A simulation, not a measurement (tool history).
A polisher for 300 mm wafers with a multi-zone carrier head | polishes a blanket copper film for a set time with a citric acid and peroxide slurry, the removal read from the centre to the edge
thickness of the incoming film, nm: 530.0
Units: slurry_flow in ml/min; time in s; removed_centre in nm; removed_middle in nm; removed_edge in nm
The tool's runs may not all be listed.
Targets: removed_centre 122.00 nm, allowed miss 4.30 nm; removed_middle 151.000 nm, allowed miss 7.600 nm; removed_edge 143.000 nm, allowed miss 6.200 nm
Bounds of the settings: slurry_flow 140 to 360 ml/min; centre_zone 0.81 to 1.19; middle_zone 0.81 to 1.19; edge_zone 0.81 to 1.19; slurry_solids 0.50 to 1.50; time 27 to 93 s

run  hour  slurry_flow  centre_zone  middle_zone  edge_zone  slurry_solids  time  removed_centre  removed_middle  removed_edge
  1   0.0          230         1.00         1.00       1.00           1.00    59          115.76         112.690       114.500
  2   2.4          230         0.99         1.02       1.01           1.05    59          116.23         119.540       114.470
  3   8.4          230         0.99         1.02       1.01           1.05    51          101.24          99.370        98.565
  4  11.6          230         1.07         1.02       1.01           1.05    51          109.48          99.896       101.830
  5  13.7          225         1.05         1.02       1.03           1.10    53          111.37         106.630       105.700
  6  16.5          225         1.05         1.02       1.08           1.10    53          112.55         101.790       109.380
  7  24.0          245         0.95         1.12       1.09           1.35    65          132.48         144.590       141.230
  8  29.8          245         0.94         1.12       1.09           1.35    65          130.08         146.490       142.490
  9  30.9          245         0.93         1.12       1.09           1.35    65          130.73         146.860       143.860
 10  38.4          245         0.92         1.12       1.09           1.35    65          129.02         147.590       140.820
 11  39.0          245         0.91         1.12       1.09           1.35    65          126.36         148.100       143.300

4 next moves are on the table. One of them brings every result within its allowed miss. Which?
  A  39.6          235         0.97         1.07       1.16           1.45    63               ?               ?             ?
  B  39.6          255         0.91         1.19       1.19           1.50    61               ?               ?             ?
  C  39.6          240         0.83         1.19       1.16           1.45    68               ?               ?             ?
  D  39.6          235         0.81         1.06       1.01           1.50    74               ?               ?             ?

move  removed_centre  removed_middle  removed_edge
   A          133.98         137.790       145.120
   B          123.63         148.390       143.860
   C          123.90         163.330       156.570
   D          132.33         162.120       161.650
A: further off than the last run
B: meets every target
C: brings the result that was furthest off to its target, and leaves another outside
D: further off than the last run
Move B is the one to make.

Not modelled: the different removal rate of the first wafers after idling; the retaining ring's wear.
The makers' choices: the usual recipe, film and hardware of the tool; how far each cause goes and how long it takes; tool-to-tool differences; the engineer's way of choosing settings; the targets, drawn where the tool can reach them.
